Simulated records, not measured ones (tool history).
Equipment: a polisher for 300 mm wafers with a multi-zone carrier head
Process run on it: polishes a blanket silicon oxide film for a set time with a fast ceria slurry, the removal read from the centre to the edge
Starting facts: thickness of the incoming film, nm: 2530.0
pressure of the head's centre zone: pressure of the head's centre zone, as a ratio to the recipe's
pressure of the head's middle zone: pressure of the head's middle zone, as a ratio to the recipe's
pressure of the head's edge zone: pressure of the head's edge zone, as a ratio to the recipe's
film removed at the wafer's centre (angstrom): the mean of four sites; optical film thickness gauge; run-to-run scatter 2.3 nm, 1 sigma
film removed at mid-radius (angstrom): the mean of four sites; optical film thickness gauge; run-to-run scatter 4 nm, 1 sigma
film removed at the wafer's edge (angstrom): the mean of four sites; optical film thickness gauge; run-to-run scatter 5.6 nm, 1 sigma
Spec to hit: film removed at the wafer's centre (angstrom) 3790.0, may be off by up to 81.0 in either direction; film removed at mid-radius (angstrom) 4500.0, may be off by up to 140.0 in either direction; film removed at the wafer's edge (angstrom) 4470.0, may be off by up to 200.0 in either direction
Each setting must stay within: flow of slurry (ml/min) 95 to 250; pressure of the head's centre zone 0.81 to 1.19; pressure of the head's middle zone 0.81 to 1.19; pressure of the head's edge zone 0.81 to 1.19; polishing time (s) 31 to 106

| run | hour | flow of slurry (ml/min) | pressure of the head's centre zone | pressure of the head's middle zone | pressure of the head's edge zone | polishing time (s) | film removed at the wafer's centre (angstrom) | film removed at mid-radius (angstrom) | film removed at the wafer's edge (angstrom) |
|---|---|---|---|---|---|---|---|---|---|
| 1 | 0.0 | 160 | 1.00 | 1.00 | 1.00 | 68 | 7910.3 | 8168.1 | 8115.4 |
| 2 | 6.5 | 160 | 1.00 | 1.00 | 1.00 | 61 | 7093.4 | 7197.6 | 7173.2 |
| 3 | 14.0 | 145 | 0.94 | 0.99 | 0.97 | 53 | 5596.6 | 6019.8 | 6047.2 |
| 4 | 19.1 | 145 | 0.94 | 0.99 | 0.97 | 40 | 4272.7 | 4613.5 | 4508.8 |
| 5 | 28.0 | 145 | 1.02 | 0.99 | 0.97 | 40 | 4613.1 | 4574.6 | 4620.5 |
|  | 34.6 | slurry nozzle cleaned |
| 6 | 34.6 | 130 | 0.97 | 1.00 | 0.98 | 40 | 4583.1 | 4816.3 | 4760.3 |
| 7 | 40.0 | 150 | 0.92 | 0.98 | 0.99 | 40 | 4523.1 | 4910.2 | 5015.0 |
| 8 | 41.0 | 135 | 0.89 | 0.98 | 0.97 | 40 | 4225.6 | 4825.0 | 4765.8 |
| 9 | 42.0 | 95 | 0.84 | 0.94 | 0.97 | 40 | 3554.1 | 4262.5 | 4426.7 |
| 10 | 49.9 | 105 | 0.84 | 0.95 | 0.96 | 40 | 3667.8 | 4344.7 | 4521.7 |

Consider the 5 candidate settings below. Which is the only one whose results all fall within their allowed miss of target?
| A | 57.8 | 100 | 0.84 | 1.02 | 0.90 | 40 | ? | ? | ? |
| B | 57.8 | 95 | 0.83 | 0.83 | 0.94 | 41 | ? | ? | ? |
| C | 57.8 | 100 | 0.85 | 0.97 | 0.90 | 41 | ? | ? | ? |
| D | 57.8 | 95 | 0.84 | 1.04 | 0.91 | 41 | ? | ? | ? |
| E | 57.8 | 100 | 0.83 | 0.92 | 1.02 | 40 | ? | ? | ? |

| move | film removed at the wafer's centre (angstrom) | film removed at mid-radius (angstrom) | film removed at the wafer's edge (angstrom) |
|---|---|---|---|
| A | 3667.6 | 4589.1 | 4408.3 |
| B | 3630.8 | 3889.9 | 4566.0 |
| C | 3803.1 | 4508.4 | 4521.5 |
| D | 3680.3 | 4695.0 | 4485.2 |
| E | 3621.0 | 4207.6 | 4683.3 |
A: neither nearer nor further off than the last run
B: moves away from the targets compared with the last run
C: all results land within tolerance of their targets
D: closes in on the targets versus the last run, not all within tolerance yet
E: moves away from the targets compared with the last run
Go with C: it meets all targets.

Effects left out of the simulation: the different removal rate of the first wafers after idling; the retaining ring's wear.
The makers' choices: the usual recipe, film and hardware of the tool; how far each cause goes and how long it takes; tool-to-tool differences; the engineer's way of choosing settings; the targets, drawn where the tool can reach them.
